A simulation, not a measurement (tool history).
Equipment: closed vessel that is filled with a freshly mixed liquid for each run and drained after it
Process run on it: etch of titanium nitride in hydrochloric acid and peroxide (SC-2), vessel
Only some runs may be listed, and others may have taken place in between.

run	hour	temperature setpoint of the liquid (K)	parts of water to one part each of 37 % hydrochloric acid and 30 % peroxide (parts by volume)	time in the liquid (s)	thickness taken off the titanium nitride on a monitor wafer (Å)
1	0	333.15	11.5	805	391.23
2	8.1	328.65	11.5	805	293.08
3	14.7	329.15	11.5	805	306.85
4	18.5	330.15	11.5	805	323.96
5	25.2	330.15	14	805	272.46
6	28.8	327.15	14	805	224.1
7	33.5	328.15	14	805	240.63
8	37.5	328.65	14	805	248.13
9	41	334.65	14	805	359.99
10	46.8	334.65	14	805	361.02

Predict the results of run 11:
# hour 52.8: chemicals flow meter replaced
11	52.8	334.15	14	805	?

Logged for run 11: thickness taken off the titanium nitride on a monitor wafer (Å) 379.58.
